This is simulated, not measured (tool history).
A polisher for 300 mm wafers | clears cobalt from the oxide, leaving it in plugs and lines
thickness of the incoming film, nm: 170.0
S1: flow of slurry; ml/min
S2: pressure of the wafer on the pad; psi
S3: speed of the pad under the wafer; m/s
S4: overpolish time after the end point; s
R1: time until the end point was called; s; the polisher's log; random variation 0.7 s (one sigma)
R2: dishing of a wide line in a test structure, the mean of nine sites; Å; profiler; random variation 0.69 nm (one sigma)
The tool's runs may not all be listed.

run,hour,S1,S2,S3,S4,R1,R2
1,0,250,2.5,0.84,27,39.223,612.02
2,5.5,250,2.4,0.84,24,41.429,568.9
3,6.9,250,2.7,0.84,24,36.571,613.17
4,13.5,250,2.7,0.62,24,50.789,510.18
5,19.5,250,2.7,0.62,22,51.105,495.34
6,23.8,250,2.7,0.52,22,58.579,442.56
7,29,255,2.7,0.52,20,58.442,399.44

Run 8 comes next. What will it give?
8,32.1,260,2.7,0.52,19,?,?

Run 8 gave R1 57.899 s, R2 385.77 Å.
